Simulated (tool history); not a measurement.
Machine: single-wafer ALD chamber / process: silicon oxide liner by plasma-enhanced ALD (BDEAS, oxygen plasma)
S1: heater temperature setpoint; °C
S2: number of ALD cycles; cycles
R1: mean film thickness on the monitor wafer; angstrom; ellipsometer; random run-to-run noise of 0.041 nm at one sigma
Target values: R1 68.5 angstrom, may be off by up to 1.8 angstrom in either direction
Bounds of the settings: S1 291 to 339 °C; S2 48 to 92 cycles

run	hour	S1	S2	R1
1	0	315	70	59.239
2	7.9	315	64	54.167
3	12.9	314	69	58.427
4	21.4	314	72	60.475
5	27	319	72	60.634
6	35.6	319	75	62.958
7	44.2	319	77	65.052
8	45.8	319	78	65.167

Next run, 4 choices. One meets every target within its allowed miss, the rest don't. Which?
A	47.4	331	89	?
B	47.4	308	85	?
C	47.4	334	88	?
D	47.4	326	82	?

move	R1
A	74.529
B	73.427
C	73.388
D	69.138
A: takes the biggest miss from the last run beyond its target
B: takes the biggest miss from the last run beyond its target
C: takes the biggest miss from the last run beyond its target
D: each result inside its tolerance
So the answer is move D, the one that meets all the targets.
